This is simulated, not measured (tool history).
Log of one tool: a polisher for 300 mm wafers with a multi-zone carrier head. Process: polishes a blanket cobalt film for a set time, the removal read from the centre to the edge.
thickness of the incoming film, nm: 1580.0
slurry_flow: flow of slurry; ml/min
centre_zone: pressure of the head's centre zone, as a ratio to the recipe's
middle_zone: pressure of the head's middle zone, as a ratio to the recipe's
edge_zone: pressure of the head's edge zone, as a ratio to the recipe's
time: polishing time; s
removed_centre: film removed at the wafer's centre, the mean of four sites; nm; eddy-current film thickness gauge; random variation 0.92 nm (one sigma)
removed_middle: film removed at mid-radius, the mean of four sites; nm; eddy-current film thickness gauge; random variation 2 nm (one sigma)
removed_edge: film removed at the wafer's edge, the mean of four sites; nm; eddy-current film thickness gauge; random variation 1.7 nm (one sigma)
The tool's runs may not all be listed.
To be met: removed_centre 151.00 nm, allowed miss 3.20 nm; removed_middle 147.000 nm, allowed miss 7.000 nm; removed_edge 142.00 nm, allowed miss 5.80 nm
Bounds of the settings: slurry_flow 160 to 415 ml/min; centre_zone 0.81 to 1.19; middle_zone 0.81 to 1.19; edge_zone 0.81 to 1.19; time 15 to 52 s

run	hour	slurry_flow	centre_zone	middle_zone	edge_zone	time	removed_centre	removed_middle	removed_edge
1	0.0	265	1.00	1.00	1.00	33	102.77	106.410	103.22
2	5.7	265	1.04	1.00	1.00	33	105.95	106.020	105.85
3	12.2	265	1.04	0.96	1.00	33	105.91	102.070	104.23
4	15.6	205	1.04	0.96	1.00	33	103.08	99.156	101.81
5	16.7	240	1.09	1.02	1.03	35	118.47	114.070	108.42
6	18.7	275	1.09	1.02	1.06	37	124.70	116.740	117.11
7	26.4	290	1.09	1.04	1.06	39	134.02	129.860	121.55
8	32.1	290	1.09	1.04	1.06	39	133.35	131.500	125.31

Which of these 4 next moves meets every target?
A	37.8	315	1.13	1.00	1.09	46	?	?	?
B	37.8	340	0.83	0.97	1.08	48	?	?	?
C	37.8	320	0.85	0.85	1.19	42	?	?	?
D	37.8	320	1.08	1.03	1.06	44	?	?	?

move	removed_centre	removed_middle	removed_edge
A	164.50	148.940	152.70
B	126.56	152.620	159.56
C	112.76	119.080	144.64
D	150.57	146.300	144.63
A: takes the result that was furthest off past its target
B: further off than the last run
C: further off than the last run
D: meets every target
The right move is D.
